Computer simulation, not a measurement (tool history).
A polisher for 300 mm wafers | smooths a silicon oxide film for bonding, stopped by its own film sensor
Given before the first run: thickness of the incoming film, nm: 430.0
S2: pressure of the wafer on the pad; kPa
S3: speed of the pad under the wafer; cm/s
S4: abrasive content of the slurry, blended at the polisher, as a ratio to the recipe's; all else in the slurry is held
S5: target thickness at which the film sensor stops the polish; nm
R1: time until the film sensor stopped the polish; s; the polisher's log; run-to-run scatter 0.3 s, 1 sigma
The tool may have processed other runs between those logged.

Run 1, hour 0: flow of slurry (ml/min) 175, S2 17.9 kPa, S3 112 cm/s, S4 1, S5 380 nm. Result: R1 51.124 s.
Run 2, hour 1.7: flow of slurry (ml/min) 175, S2 20 kPa, S3 114 cm/s, S4 1, S5 380 nm. Result: R1 44.881 s.
Run 3, hour 3.2: flow of slurry (ml/min) 215, S2 20 kPa, S3 114 cm/s, S4 1, S5 380 nm. Result: R1 43.155 s.
Run 4, hour 7.8: flow of slurry (ml/min) 215, S2 20 kPa, S3 100 cm/s, S4 1, S5 380 nm. Result: R1 47.387 s.
Run 5, hour 9.3: flow of slurry (ml/min) 215, S2 21.4 kPa, S3 102 cm/s, S4 1, S5 380 nm. Result: R1 44.267 s.
Run 6, hour 13.6: flow of slurry (ml/min) 240, S2 21.4 kPa, S3 102 cm/s, S4 1, S5 380 nm. Result: R1 43.602 s.
Run 7, hour 19.8: flow of slurry (ml/min) 240, S2 22.8 kPa, S3 106 cm/s, S4 1, S5 380 nm. Result: R1 40.233 s.

Forecast run 8:
Run 8, hour 28.4: flow of slurry (ml/min) 240, S2 23.4 kPa, S3 110 cm/s, S4 1, S5 380 nm. Result: R1 ?.

{"run 8": {"R1": 37.366}}
